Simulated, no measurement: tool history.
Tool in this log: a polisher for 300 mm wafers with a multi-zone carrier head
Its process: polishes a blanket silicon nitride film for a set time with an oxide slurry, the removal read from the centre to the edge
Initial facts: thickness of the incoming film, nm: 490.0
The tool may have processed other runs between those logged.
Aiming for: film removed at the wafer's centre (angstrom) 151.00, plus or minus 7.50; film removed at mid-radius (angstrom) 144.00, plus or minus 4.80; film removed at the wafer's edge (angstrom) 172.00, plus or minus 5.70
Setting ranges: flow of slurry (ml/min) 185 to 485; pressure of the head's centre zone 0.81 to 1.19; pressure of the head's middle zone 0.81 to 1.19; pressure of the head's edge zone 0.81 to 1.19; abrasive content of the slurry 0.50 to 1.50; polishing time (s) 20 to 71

run,hour,flow of slurry (ml/min),pressure of the head's centre zone,pressure of the head's middle zone,pressure of the head's edge zone,abrasive content of the slurry,polishing time (s),film removed at the wafer's centre (angstrom),film removed at mid-radius (angstrom),film removed at the wafer's edge (angstrom)
1,0.0,310,1.00,1.00,1.00,1.00,45,246.23,240.17,243.95
2,3.2,310,1.00,1.00,1.05,1.00,45,252.10,237.83,252.47
3,11.0,310,1.00,1.00,1.09,1.00,45,253.79,238.56,259.15
4,13.2,305,0.97,0.96,1.07,0.90,44,229.07,213.74,240.90
5,16.9,305,0.97,0.96,1.12,0.90,44,228.33,214.53,243.95
6,23.5,300,0.95,0.94,1.09,0.80,43,201.88,195.00,220.58
7,27.7,295,0.94,0.91,1.08,0.75,43,191.35,180.72,215.56
8,28.6,295,0.93,0.89,1.04,0.70,43,190.88,175.69,205.04
9,31.2,290,0.91,0.87,1.03,0.65,43,177.75,164.88,193.06
10,33.6,285,0.89,0.86,1.02,0.65,43,172.13,162.17,192.89
11,39.8,280,0.88,0.85,1.00,0.65,43,164.96,159.13,190.14
12,42.4,275,0.88,0.84,0.98,0.65,43,170.97,159.32,187.00
13,50.4,270,0.87,0.83,0.98,0.60,43,160.87,147.84,178.16
14,53.8,260,0.86,0.83,0.98,0.60,43,158.97,149.87,180.05
15,61.9,255,0.85,0.83,0.97,0.60,43,153.72,149.66,180.33
16,63.7,255,0.85,0.83,0.96,0.60,43,149.96,148.82,179.34
17,69.0,255,0.85,0.83,0.95,0.60,43,154.69,151.25,179.90
18,74.9,255,0.85,0.83,0.94,0.60,43,155.94,148.36,174.91
19,82.5,250,0.85,0.83,0.94,0.60,43,153.80,147.09,177.02

4 next moves are on the table. One of them brings every result within its allowed miss. Which?
A,90.1,235,0.87,0.83,0.96,0.60,44,?,?,?
B,90.1,360,0.84,0.90,0.94,0.65,39,?,?,?
C,90.1,265,0.85,0.83,0.96,0.60,41,?,?,?
D,90.1,335,0.90,0.87,0.87,0.60,40,?,?,?

move,film removed at the wafer's centre (angstrom),film removed at mid-radius (angstrom),film removed at the wafer's edge (angstrom)
A,160.45,151.76,179.23
B,150.12,156.48,169.29
C,148.24,143.32,168.69
D,156.95,148.57,159.84
A: moves away from the targets compared with the last run
B: gets the furthest-off result to its target, but another result is out of tolerance
C: each result inside its tolerance
D: takes the biggest miss from the last run beyond its target
The move that meets every target is C.

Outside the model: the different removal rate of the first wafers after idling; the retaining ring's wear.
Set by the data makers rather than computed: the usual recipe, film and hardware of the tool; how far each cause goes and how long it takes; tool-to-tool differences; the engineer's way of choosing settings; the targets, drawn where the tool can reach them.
